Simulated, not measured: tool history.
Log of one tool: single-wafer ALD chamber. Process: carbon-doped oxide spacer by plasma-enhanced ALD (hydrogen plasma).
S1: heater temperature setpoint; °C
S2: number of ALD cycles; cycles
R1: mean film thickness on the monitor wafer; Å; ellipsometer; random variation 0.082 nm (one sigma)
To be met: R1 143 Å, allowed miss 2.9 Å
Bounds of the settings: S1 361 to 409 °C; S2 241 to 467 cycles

Run 1, hour 0: S1 385 °C, S2 354 cycles. Result: R1 184.5 Å.
Run 2, hour 6.2: S1 378 °C, S2 354 cycles. Result: R1 187.24 Å.
Run 3, hour 6.8: S1 369 °C, S2 354 cycles. Result: R1 185.17 Å.
Run 4, hour 11.6: S1 369 °C, S2 327 cycles. Result: R1 172.25 Å.
Run 5, hour 15.9: S1 377 °C, S2 327 cycles. Result: R1 172.72 Å.
Run 6, hour 22: S1 377 °C, S2 307 cycles. Result: R1 162.29 Å.
Run 7, hour 27.4: S1 377 °C, S2 294 cycles. Result: R1 155.73 Å.
Run 8, hour 28.1: S1 377 °C, S2 294 cycles. Result: R1 156.24 Å.
Run 9, hour 35.4: S1 377 °C, S2 285 cycles. Result: R1 149.16 Å.
Run 10, hour 43: S1 377 °C, S2 281 cycles. Result: R1 149.63 Å.
Run 11, hour 50.5: S1 377 °C, S2 277 cycles. Result: R1 146.77 Å.

4 next moves are on the table. One of them brings every result within its allowed miss. Which?
Run A, hour 58: S1 361 °C, S2 262 cycles. Result: R1 ?.
Run B, hour 58: S1 365 °C, S2 272 cycles. Result: R1 ?.
Run C, hour 58: S1 383 °C, S2 292 cycles. Result: R1 ?.
Run D, hour 58: S1 376 °C, S2 280 cycles. Result: R1 ?.

move      R1
   A  139.43
   B  144.75
   C   155.4
   D  149.01
A: takes the result that was furthest off past its target
B: meets every target
C: further off than the last run
D: further off than the last run
Move B is the one to make.
